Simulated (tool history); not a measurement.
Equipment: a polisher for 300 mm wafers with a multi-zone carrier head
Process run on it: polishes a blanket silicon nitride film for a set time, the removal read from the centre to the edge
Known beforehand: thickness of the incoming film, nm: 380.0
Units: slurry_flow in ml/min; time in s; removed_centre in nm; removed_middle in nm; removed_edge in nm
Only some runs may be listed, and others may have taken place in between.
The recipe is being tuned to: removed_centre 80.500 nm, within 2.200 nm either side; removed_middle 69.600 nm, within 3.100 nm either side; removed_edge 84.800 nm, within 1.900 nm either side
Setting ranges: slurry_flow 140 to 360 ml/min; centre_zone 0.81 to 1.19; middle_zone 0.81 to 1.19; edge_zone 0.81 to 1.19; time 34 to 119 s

Run 1, hour 0.0: slurry_flow 230 ml/min, centre_zone 1.00, middle_zone 1.00, edge_zone 1.00, time 76 s. Result: removed_centre 127.100 nm, removed_middle 122.930 nm, removed_edge 129.630 nm.
Run 2, hour 7.7: slurry_flow 225 ml/min, centre_zone 0.99, middle_zone 0.97, edge_zone 0.99, time 72 s. Result: removed_centre 120.030 nm, removed_middle 111.150 nm, removed_edge 121.220 nm.
Run 3, hour 15.9: slurry_flow 225 ml/min, centre_zone 0.92, middle_zone 0.97, edge_zone 0.99, time 72 s. Result: removed_centre 111.270 nm, removed_middle 112.450 nm, removed_edge 121.340 nm.
Run 4, hour 20.1: slurry_flow 220 ml/min, centre_zone 0.91, middle_zone 0.95, edge_zone 0.98, time 69 s. Result: removed_centre 105.560 nm, removed_middle 106.660 nm, removed_edge 115.420 nm.
Run 5, hour 23.5: slurry_flow 220 ml/min, centre_zone 0.91, middle_zone 1.02, edge_zone 0.98, time 69 s. Result: removed_centre 106.770 nm, removed_middle 113.040 nm, removed_edge 116.510 nm.
At hour 32.4: slurry nozzle cleaned.
Run 6, hour 32.4: slurry_flow 220 ml/min, centre_zone 0.91, middle_zone 1.02, edge_zone 1.04, time 69 s. Result: removed_centre 110.370 nm, removed_middle 118.570 nm, removed_edge 122.860 nm.
Run 7, hour 36.7: slurry_flow 215 ml/min, centre_zone 0.91, middle_zone 0.99, edge_zone 1.01, time 67 s. Result: removed_centre 105.730 nm, removed_middle 113.170 nm, removed_edge 116.350 nm.
Run 8, hour 37.8: slurry_flow 230 ml/min, centre_zone 0.91, middle_zone 0.96, edge_zone 0.98, time 65 s. Result: removed_centre 104.060 nm, removed_middle 106.370 nm, removed_edge 112.160 nm.

Exercise: of the 5 proposed moves below, exactly one satisfies all targets within the stated allowed misses. Which move is it?
Run A, hour 38.9: slurry_flow 240 ml/min, centre_zone 0.97, middle_zone 0.82, edge_zone 1.04, time 47 s. Result: removed_centre ?, removed_middle ?, removed_edge ?.
Run B, hour 38.9: slurry_flow 210 ml/min, centre_zone 0.83, middle_zone 0.93, edge_zone 0.99, time 81 s. Result: removed_centre ?, removed_middle ?, removed_edge ?.
Run C, hour 38.9: slurry_flow 210 ml/min, centre_zone 0.81, middle_zone 1.08, edge_zone 1.03, time 51 s. Result: removed_centre ?, removed_middle ?, removed_edge ?.
Run D, hour 38.9: slurry_flow 140 ml/min, centre_zone 1.06, middle_zone 0.81, edge_zone 1.04, time 53 s. Result: removed_centre ?, removed_middle ?, removed_edge ?.
Run E, hour 38.9: slurry_flow 175 ml/min, centre_zone 1.00, middle_zone 0.81, edge_zone 0.94, time 51 s. Result: removed_centre ?, removed_middle ?, removed_edge ?.

move  removed_centre  removed_middle  removed_edge
   A          80.375          70.165        83.771
   B         119.240         129.370       138.800
   C          73.659          90.593        88.941
   D          87.352          71.027        87.886
   E          84.584          71.821        83.448
A: hits every target within its allowed miss
B: its largest miss is bigger than the last run's
C: nearer the targets than the last run, but a result is still out of spec
D: nearer the targets than the last run, but a result is still out of spec
E: corrects the largest miss of the last run, while another result sits out of spec
A is the move that brings every result within its allowed miss.

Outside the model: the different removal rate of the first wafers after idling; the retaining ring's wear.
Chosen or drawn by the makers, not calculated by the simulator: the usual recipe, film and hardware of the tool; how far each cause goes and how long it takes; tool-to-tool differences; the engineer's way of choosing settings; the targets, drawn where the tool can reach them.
